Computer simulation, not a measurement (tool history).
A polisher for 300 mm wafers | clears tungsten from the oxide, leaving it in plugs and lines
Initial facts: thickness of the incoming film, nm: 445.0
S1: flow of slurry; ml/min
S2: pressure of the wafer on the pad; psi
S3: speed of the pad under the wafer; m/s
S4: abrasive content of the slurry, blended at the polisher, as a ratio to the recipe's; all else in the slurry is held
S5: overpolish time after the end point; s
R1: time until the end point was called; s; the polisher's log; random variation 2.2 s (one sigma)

{"run": 1, "hour": 0.0, "S1": 265, "S2": 3.1, "S3": 1.42, "S4": 1.0, "S5": 38, "R1": 91.573}
{"run": 2, "hour": 4.4, "S1": 220, "S2": 3.1, "S3": 1.42, "S4": 1.0, "S5": 38, "R1": 93.369}
{"run": 3, "hour": 7.9, "S1": 220, "S2": 3.1, "S3": 1.42, "S4": 1.2, "S5": 38, "R1": 89.351}
{"run": 4, "hour": 11.1, "S1": 220, "S2": 2.8, "S3": 1.4, "S4": 1.2, "S5": 38, "R1": 102.28}
{"run": 5, "hour": 12.1, "S1": 220, "S2": 2.6, "S3": 1.4, "S4": 1.2, "S5": 38, "R1": 107.91}
{"run": 6, "hour": 18.8, "S1": 220, "S2": 2.6, "S3": 1.16, "S4": 1.2, "S5": 38, "R1": 123.7}
{"run": 7, "hour": 25.9, "S1": 220, "S2": 2.5, "S3": 1.16, "S4": 1.2, "S5": 38, "R1": 127.78}
{"run": 8, "hour": 33.6, "S1": 220, "S2": 2.4, "S3": 1.16, "S4": 1.2, "S5": 38, "R1": 135.65}

Forecast run 9:
{"run": 9, "hour": 39.1, "S1": 220, "S2": 2.3, "S3": 1.16, "S4": 1.2, "S5": 38, "R1": "?"}

R1: 138.000 s
